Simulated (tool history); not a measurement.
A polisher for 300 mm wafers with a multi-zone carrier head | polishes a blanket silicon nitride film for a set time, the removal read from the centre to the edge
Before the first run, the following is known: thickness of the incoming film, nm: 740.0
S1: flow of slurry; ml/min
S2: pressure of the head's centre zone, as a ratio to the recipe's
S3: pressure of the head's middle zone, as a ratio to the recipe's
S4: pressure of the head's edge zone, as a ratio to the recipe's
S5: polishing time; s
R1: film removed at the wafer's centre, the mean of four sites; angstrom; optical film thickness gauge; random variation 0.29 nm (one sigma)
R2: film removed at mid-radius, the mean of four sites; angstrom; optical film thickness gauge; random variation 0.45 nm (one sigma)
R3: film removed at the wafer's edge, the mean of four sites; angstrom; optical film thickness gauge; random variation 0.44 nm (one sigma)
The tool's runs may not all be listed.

{"run": 1, "day": 0.0, "S1": 270, "S2": 1, "S3": 1, "S4": 1, "S5": 47, "R1": 781.92, "R2": 774.02, "R3": 781.69}
{"run": 2, "day": 0.233, "S1": 270, "S2": 0.96, "S3": 1, "S4": 1, "S5": 47, "R1": 752.17, "R2": 772.26, "R3": 786.78}
{"run": 3, "day": 0.483, "S1": 260, "S2": 0.94, "S3": 1.01, "S4": 0.98, "S5": 44, "R1": 691.36, "R2": 724.49, "R3": 721.57}
{"run": 4, "day": 0.558, "S1": 260, "S2": 0.99, "S3": 1.01, "S4": 0.98, "S5": 44, "R1": 725.41, "R2": 724.11, "R3": 712.01}
{"run": 5, "day": 0.892, "S1": 210, "S2": 0.99, "S3": 1.01, "S4": 0.98, "S5": 44, "R1": 716.73, "R2": 706.6, "R3": 718.07}
{"run": 6, "day": 0.95, "S1": 215, "S2": 0.97, "S3": 1.02, "S4": 0.98, "S5": 42, "R1": 664.75, "R2": 681.76, "R3": 679.56}
{"run": 7, "day": 1.262, "S1": 215, "S2": 0.95, "S3": 1.03, "S4": 0.97, "S5": 40, "R1": 617.45, "R2": 651.11, "R3": 646.67}
{"run": 8, "day": 1.371, "S1": 215, "S2": 0.93, "S3": 1.04, "S4": 0.96, "S5": 39, "R1": 586.26, "R2": 638.62, "R3": 628.76}
{"run": 9, "day": 1.692, "S1": 215, "S2": 0.92, "S3": 1.05, "S4": 0.94, "S5": 38, "R1": 565.59, "R2": 632.53, "R3": 601.55}
{"run": 10, "day": 2.038, "S1": 210, "S2": 0.91, "S3": 1.05, "S4": 0.93, "S5": 37, "R1": 542.6, "R2": 614.76, "R3": 583.38}
{"run": 11, "day": 2.35, "S1": 205, "S2": 0.9, "S3": 1.05, "S4": 0.92, "S5": 36, "R1": 528.73, "R2": 594.23, "R3": 563.35}
{"run": 12, "day": 2.429, "S1": 200, "S2": 0.89, "S3": 1.05, "S4": 0.91, "S5": 35, "R1": 507.43, "R2": 578.27, "R3": 542.27}

Run 13 comes next. What will it give?
{"run": 13, "day": 2.475, "S1": 195, "S2": 0.88, "S3": 1.05, "S4": 0.91, "S5": 35, "R1": "?", "R2": "?", "R3": "?"}

R1: 496.05 angstrom
R2: 579.59 angstrom
R3: 544.09 angstrom
